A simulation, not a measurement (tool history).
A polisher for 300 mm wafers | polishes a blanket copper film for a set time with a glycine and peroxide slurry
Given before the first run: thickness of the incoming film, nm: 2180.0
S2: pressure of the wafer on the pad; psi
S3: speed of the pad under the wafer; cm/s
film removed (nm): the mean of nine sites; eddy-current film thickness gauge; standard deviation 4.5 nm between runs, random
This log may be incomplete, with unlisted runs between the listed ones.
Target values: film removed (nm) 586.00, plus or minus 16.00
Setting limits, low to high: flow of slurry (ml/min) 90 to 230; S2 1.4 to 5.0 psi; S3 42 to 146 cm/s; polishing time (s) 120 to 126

run 1 day=0.000 | flow_of_slurry_(ml/min)=150 S2=3.2 S3=94 polishing_time_(s)=120 | film_removed_(nm)=743.39
run 2 day=0.258 | flow_of_slurry_(ml/min)=125 S2=3.2 S3=94 polishing_time_(s)=120 | film_removed_(nm)=729.13
run 3 day=0.575 | flow_of_slurry_(ml/min)=125 S2=3.2 S3=84 polishing_time_(s)=120 | film_removed_(nm)=668.05
run 4 day=0.946 | flow_of_slurry_(ml/min)=150 S2=3.2 S3=84 polishing_time_(s)=120 | film_removed_(nm)=680.93
run 5 day=1.100 | flow_of_slurry_(ml/min)=150 S2=3.1 S3=84 polishing_time_(s)=120 | film_removed_(nm)=661.17
run 6 day=1.354 | flow_of_slurry_(ml/min)=150 S2=3.1 S3=84 polishing_time_(s)=126 | film_removed_(nm)=700.34
run 7 day=1.483 | flow_of_slurry_(ml/min)=150 S2=3.0 S3=84 polishing_time_(s)=126 | film_removed_(nm)=681.63
run 8 day=1.742 | flow_of_slurry_(ml/min)=150 S2=3.0 S3=84 polishing_time_(s)=126 | film_removed_(nm)=679.57
run 9 day=2.012 | flow_of_slurry_(ml/min)=150 S2=2.9 S3=84 polishing_time_(s)=126 | film_removed_(nm)=658.22
run 10 day=2.342 | flow_of_slurry_(ml/min)=150 S2=2.9 S3=84 polishing_time_(s)=126 | film_removed_(nm)=664.72
run 11 day=2.496 | flow_of_slurry_(ml/min)=145 S2=2.6 S3=84 polishing_time_(s)=126 | film_removed_(nm)=609.27

4 next moves are on the table. One of them brings every result within its allowed miss. Which?
run A day=2.650 | flow_of_slurry_(ml/min)=150 S2=2.5 S3=76 polishing_time_(s)=126 | film_removed_(nm)=?
run B day=2.650 | flow_of_slurry_(ml/min)=150 S2=2.6 S3=92 polishing_time_(s)=120 | film_removed_(nm)=?
run C day=2.650 | flow_of_slurry_(ml/min)=145 S2=2.5 S3=82 polishing_time_(s)=126 | film_removed_(nm)=?
run D day=2.650 | flow_of_slurry_(ml/min)=175 S2=3.2 S3=72 polishing_time_(s)=126 | film_removed_(nm)=?

move=A film_removed_(nm)=548.96
move=B film_removed_(nm)=624.88
move=C film_removed_(nm)=579.98
move=D film_removed_(nm)=639.73
A: takes the biggest miss from the last run beyond its target
B: further off than the last run
C: in spec on every target
D: further off than the last run
Answer: C

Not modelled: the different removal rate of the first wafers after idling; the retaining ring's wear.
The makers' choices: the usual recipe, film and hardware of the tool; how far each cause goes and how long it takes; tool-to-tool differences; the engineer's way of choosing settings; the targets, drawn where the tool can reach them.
